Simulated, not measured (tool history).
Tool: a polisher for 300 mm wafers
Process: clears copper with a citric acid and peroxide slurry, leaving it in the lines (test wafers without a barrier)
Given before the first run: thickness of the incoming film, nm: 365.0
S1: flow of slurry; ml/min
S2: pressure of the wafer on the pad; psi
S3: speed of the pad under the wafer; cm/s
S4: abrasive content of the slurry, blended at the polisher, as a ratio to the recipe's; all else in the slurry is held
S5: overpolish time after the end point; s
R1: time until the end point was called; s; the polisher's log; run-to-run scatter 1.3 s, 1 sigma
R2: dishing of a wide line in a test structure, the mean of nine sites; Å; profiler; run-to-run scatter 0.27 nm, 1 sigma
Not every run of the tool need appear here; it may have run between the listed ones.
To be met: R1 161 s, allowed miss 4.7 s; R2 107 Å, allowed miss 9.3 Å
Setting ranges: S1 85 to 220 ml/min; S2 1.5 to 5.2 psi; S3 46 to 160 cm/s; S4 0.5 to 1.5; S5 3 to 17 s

run	day	S1	S2	S3	S4	S5	R1	R2
1	0	140	3.3	102	1	9	190.92	130.78
2	0.154	140	3.3	102	1	11	190.51	164.24
3	0.212	140	2.7	102	1	11	229.93	135.72
4	0.4	145	2.9	102	1	10	218.49	133.12
5	0.7	145	3.1	102	1	9	202.98	126.15
6	0.842	165	3.1	102	1	9	195.76	132.7
7	1.142	170	3.2	102	1	8	190.79	121.34
8	1.283	175	3.3	102	1	8	182.65	125.16
9	1.596	180	3.3	102	1	8	184.91	119.44
10	1.796	180	3.4	102	1	8	178	126.47
11	1.838	190	3.6	102	1	7	167.36	122.57

Which one of the following 5 next-run settings gets every result inside its allowed miss? There is exactly one.
A	1.879	215	3.2	112	1.2	8	?	?
B	1.879	155	4.1	92	1.05	6	?	?
C	1.879	185	3.7	108	1	8	?	?
D	1.879	195	4	82	0.95	8	?	?
E	1.879	220	3.3	102	1.1	8	?	?

move	R1	R2
A	166.17	130.93
B	161.75	102.2
C	158.68	137.15
D	177.2	123.51
E	175.49	124.33
A: moves away from the targets compared with the last run
B: meets every target
C: moves away from the targets compared with the last run
D: moves away from the targets compared with the last run
E: moves away from the targets compared with the last run
B is the move that brings every result within its allowed miss.
